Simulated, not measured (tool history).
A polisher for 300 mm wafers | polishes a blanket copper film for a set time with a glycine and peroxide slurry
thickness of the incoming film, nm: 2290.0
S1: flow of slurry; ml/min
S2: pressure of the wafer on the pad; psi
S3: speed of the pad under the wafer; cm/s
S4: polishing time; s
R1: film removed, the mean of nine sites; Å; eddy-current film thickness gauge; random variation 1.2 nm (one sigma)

run  hour   S1   S2   S3  S4      R1
  1     0  270  2.9  112  30  2058.1
  2   8.4  270  2.8  112  30    2001
  3  11.5  270  2.7  112  30  1996.4
  4  16.6  295  2.7  112  30    1971
  5  23.3  235  2.7  112  30  1923.7
  6  25.5  235  3.1  112  30  2202.7
  7  29.7  235    3  112  30  2117.9
  8  38.5  235  2.9  112  30  2058.7
  9  43.9  235  2.8  112  30  1995.3
 10  52.2  235  2.7  112  30  1947.3
 11  55.3  235  2.6  112  30  1910.4
 12  60.1  225    2  112  30  1558.8

The next listed run, before its measurement:
 13  67.2  225   2  112  30   ?

{"run 13": {"R1": 1543}}
